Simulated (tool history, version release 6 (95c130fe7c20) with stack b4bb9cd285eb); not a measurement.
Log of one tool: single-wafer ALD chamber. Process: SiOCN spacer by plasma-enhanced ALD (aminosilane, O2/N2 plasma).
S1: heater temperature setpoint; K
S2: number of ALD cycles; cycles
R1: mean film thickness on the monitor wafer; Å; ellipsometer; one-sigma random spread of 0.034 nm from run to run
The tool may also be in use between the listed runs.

run 1 day=0 | S1=683.15 S2=86 | R1=52.847
run 2 day=0.083 | S1=683.15 S2=92 | R1=56.257
run 3 day=0.446 | S1=682.15 S2=93 | R1=56.903
run 4 day=0.604 | S1=681.15 S2=94 | R1=57.802
run 5 day=0.871 | S1=680.15 S2=95 | R1=58.877
run 6 day=0.971 | S1=680.15 S2=87 | R1=53.942

What will run 7 give?
run 7 day=1.042 | S1=680.15 S2=87 | R1=?

For run 7 the tool returned R1 53.904 Å.
